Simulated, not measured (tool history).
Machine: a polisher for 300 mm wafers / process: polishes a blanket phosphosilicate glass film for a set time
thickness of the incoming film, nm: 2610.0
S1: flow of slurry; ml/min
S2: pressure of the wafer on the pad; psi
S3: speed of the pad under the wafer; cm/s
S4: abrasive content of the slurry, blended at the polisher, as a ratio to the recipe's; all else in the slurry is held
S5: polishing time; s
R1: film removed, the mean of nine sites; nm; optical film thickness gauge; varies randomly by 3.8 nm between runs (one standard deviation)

run 1 day=0.000 | S1=135 S2=3.8 S3=82 S4=1.0 S5=50 | R1=477.42
run 2 day=0.275 | S1=135 S2=3.1 S3=80 S4=1.0 S5=50 | R1=377.97
run 3 day=0.404 | S1=135 S2=3.1 S3=96 S4=1.0 S5=50 | R1=446.58
run 4 day=0.679 | S1=135 S2=3.1 S3=80 S4=1.0 S5=50 | R1=374.09
run 5 day=0.808 | S1=135 S2=2.8 S3=80 S4=1.0 S5=50 | R1=335.40
run 6 day=0.942 | S1=135 S2=3.4 S3=80 S4=1.0 S5=50 | R1=417.65

Estimate the outcome of run 7 from the log above:
run 7 day=1.192 | S1=135 S2=3.0 S3=80 S4=1.0 S5=50 | R1=?

{"run 7": {"R1": 368.0}}
